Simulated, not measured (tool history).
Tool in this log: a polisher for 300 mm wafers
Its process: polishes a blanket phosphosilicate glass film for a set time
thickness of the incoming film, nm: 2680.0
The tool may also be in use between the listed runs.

run  hour  flow of slurry (ml/min)  pressure of the wafer on the pad (kPa)  speed of the pad under the wafer (m/s)  abrasive content of the slurry  polishing time (s)  film removed (Å)
  1     0                      175                                    22.1                                    1.22                               1                  23              2610
  2     3                      170                                      20                                    1.22                               1                  23            2406.5
  3   5.5                      170                                      20                                    1.42                               1                  23            2633.6
  4   7.1                      165                                    17.2                                    1.42                               1                  23            2337.2
  5  15.8                      165                                    17.2                                    1.22                               1                  23            2174.7
  6  16.5                      165                                    15.9                                    1.22                               1                  23            2019.5
  7  25.1                      160                                    15.2                                    1.22                               1                  23            1976.7

Expected results for the next run?
  8  25.9                      160                                    14.5                                    1.22                               1                  23                 ?

For run 8 the tool returned film removed (Å) 1920.2.

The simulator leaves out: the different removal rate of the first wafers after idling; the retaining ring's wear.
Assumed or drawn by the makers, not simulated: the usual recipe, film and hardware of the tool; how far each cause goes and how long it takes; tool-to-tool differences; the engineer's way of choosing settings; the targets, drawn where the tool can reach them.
